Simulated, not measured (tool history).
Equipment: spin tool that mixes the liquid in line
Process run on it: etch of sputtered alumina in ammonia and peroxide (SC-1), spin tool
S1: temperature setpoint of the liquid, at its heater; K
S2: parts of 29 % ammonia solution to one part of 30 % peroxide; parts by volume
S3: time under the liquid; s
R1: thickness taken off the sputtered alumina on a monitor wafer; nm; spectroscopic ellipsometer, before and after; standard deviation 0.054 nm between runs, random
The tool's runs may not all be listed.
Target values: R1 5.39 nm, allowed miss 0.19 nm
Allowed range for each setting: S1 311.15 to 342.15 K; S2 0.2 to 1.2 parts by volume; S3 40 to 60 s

| run | hour | S1 | S2 | S3 | R1 |
|---|---|---|---|---|---|
| 1 | 0 | 326.15 | 0.8 | 60 | 3.5079 |
| 2 | 6.5 | 326.15 | 1.1 | 60 | 3.6117 |
| 3 | 14.4 | 326.15 | 1.1 | 60 | 3.7038 |
| 4 | 17.7 | 328.15 | 1.1 | 60 | 4.0506 |
| 5 | 19 | 329.65 | 1.1 | 60 | 4.4533 |
| 6 | 26.8 | 330.65 | 1.1 | 60 | 4.5765 |
| 7 | 35.2 | 330.65 | 1.1 | 60 | 4.5689 |
| 8 | 42.9 | 331.65 | 1.1 | 60 | 4.7905 |
| 9 | 48.7 | 332.15 | 1.1 | 60 | 5.0024 |

Which single option among these 5 for the next run brings every result within its allowed miss of target? Just one does.
| A | 54.5 | 330.65 | 1.05 | 60 | ? |
| B | 54.5 | 333.65 | 1.05 | 60 | ? |
| C | 54.5 | 331.15 | 0.95 | 60 | ? |
| D | 54.5 | 334.65 | 1.1 | 60 | ? |
| E | 54.5 | 335.15 | 1.15 | 60 | ? |

| move | R1 |
|---|---|
| A | 4.5847 |
| B | 5.3535 |
| C | 4.6612 |
| D | 5.6583 |
| E | 5.8282 |
A: its largest miss is bigger than the last run's
B: every result within its allowed miss
C: its largest miss is bigger than the last run's
D: carries the result that was furthest off beyond its target, to the other side
E: carries the result that was furthest off beyond its target, to the other side
Answer: B
